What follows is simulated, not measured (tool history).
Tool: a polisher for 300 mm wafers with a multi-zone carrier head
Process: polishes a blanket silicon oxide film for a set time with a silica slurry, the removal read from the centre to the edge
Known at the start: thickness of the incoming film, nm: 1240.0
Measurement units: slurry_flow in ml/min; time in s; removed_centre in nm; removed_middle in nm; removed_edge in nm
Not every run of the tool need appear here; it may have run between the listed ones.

run	day	slurry_flow	centre_zone	middle_zone	edge_zone	slurry_solids	time	removed_centre	removed_middle	removed_edge
1	0	180	1	1	1	1	69	217.1	218.59	214.55
2	0.104	180	0.93	1	1	1	69	201.23	222.63	212.1
3	0.354	205	0.93	1	1	1	69	203.02	224.82	212.98
4	0.496	205	0.89	1	1	1	69	193.62	228.18	220.12
5	0.667	205	0.89	1	1	1	59	167.26	190.27	180.49
6	0.771	230	0.89	1	1	1	59	169.64	192.54	187.79
7	0.862	235	0.98	1.01	1.01	1.15	59	203.71	208.91	195.72

Predict the results of run 8:
8	0.912	235	1.02	0.99	1.04	1.25	60	?	?	?

{"run 8": {"removed_centre": 219.26, "removed_middle": 210.97, "removed_edge": 213.47}}

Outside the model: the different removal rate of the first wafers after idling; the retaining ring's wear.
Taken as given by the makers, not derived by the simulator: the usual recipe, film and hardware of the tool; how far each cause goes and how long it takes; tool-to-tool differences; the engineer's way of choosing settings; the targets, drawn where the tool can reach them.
